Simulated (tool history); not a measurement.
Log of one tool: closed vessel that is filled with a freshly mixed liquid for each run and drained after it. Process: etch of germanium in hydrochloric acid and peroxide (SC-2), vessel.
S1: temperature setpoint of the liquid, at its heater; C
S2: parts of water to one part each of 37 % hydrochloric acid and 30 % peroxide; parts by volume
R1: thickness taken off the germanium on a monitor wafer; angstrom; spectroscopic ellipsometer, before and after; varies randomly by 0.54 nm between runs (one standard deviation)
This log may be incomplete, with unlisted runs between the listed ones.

run 1 hour=0.0 | S1=62.0 S2=7.5 time_in_the_liquid_(s)=90 | R1=2195.7
run 2 hour=4.6 | S1=62.0 S2=8.5 time_in_the_liquid_(s)=90 | R1=2161.4
run 3 hour=11.5 | S1=62.0 S2=8.5 time_in_the_liquid_(s)=90 | R1=2179.7
run 4 hour=14.3 | S1=60.0 S2=8.5 time_in_the_liquid_(s)=90 | R1=2036.8
run 5 hour=16.1 | S1=66.5 S2=8.5 time_in_the_liquid_(s)=90 | R1=2449.6
run 6 hour=17.1 | S1=63.5 S2=8.5 time_in_the_liquid_(s)=90 | R1=2278.9
run 7 hour=21.6 | S1=61.5 S2=8.5 time_in_the_liquid_(s)=90 | R1=2124.1
run 8 hour=24.1 | S1=60.0 S2=8.5 time_in_the_liquid_(s)=90 | R1=2038.5
run 9 hour=27.6 | S1=58.5 S2=8.5 time_in_the_liquid_(s)=90 | R1=1951.9

Run 10 comes next. What will it give?
run 10 hour=36.2 | S1=51.5 S2=9.0 time_in_the_liquid_(s)=90 | R1=?

Run 10 came out at R1 1570.1 angstrom.
